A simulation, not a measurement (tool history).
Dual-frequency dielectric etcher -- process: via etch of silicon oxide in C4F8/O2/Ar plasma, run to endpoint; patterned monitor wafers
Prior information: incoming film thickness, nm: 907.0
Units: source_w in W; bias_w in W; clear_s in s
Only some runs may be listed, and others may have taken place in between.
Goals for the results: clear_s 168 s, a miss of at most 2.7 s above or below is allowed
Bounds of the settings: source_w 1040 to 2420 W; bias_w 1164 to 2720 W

run    day  source_w  bias_w  clear_s
  1      0      1730    1942   203.99
  2  0.104      1730    1809   207.81
  3  0.467      1860    1888   199.48
  4  0.654      1860    2145   191.96
  5  0.996      1960    2166   186.01
  6  1.075      2030    2177   182.85
  7  1.175      2030    2177   183.52
  8  1.488      2030    2177   182.33

4 candidate next runs follow, results not yet known. Just one meets every target within its allowed miss. Identify it.
  A  1.8      2260    2132        ?
  B  1.8      2250    2418        ?
  C  1.8      2160    2259        ?
  D  1.8      2220    2195        ?

move  clear_s
   A   175.17
   B   168.47
   C   175.44
   D   174.92
A: closes in on the targets versus the last run, not all within tolerance yet
B: meets every target
C: closes in on the targets versus the last run, not all within tolerance yet
D: closes in on the targets versus the last run, not all within tolerance yet
Move B is the one to make.
